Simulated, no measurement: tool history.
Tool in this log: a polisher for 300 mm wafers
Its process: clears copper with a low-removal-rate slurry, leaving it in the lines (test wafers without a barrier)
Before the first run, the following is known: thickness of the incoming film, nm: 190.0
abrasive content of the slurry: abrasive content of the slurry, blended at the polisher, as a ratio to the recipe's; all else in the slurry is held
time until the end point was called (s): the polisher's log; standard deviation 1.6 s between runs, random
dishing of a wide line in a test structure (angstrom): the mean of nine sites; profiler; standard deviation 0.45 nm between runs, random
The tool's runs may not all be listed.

run,day,flow of slurry (ml/min),pressure of the wafer on the pad (psi),speed of the pad under the wafer (cm/s),abrasive content of the slurry,overpolish time after the end point (s),time until the end point was called (s),dishing of a wide line in a test structure (angstrom)
1,0.000,140,2.0,128,1.0,24,73.738,367.27
2,0.196,135,1.9,122,1.0,25,82.184,345.67
3,0.400,115,1.9,122,1.0,25,85.032,336.39
4,0.588,115,1.9,122,1.0,32,84.479,414.04
5,0.929,115,1.9,122,1.0,39,84.902,473.43
6,1.271,115,1.8,118,1.0,38,90.826,442.57
7,1.475,115,1.8,118,1.0,38,91.597,434.54

Expected results for the next run?
8,1.546,115,1.7,114,1.0,37,?,?

{"run 8": {"time until the end point was called (s)": 99.117, "dishing of a wide line in a test structure (angstrom)": 402.0}}

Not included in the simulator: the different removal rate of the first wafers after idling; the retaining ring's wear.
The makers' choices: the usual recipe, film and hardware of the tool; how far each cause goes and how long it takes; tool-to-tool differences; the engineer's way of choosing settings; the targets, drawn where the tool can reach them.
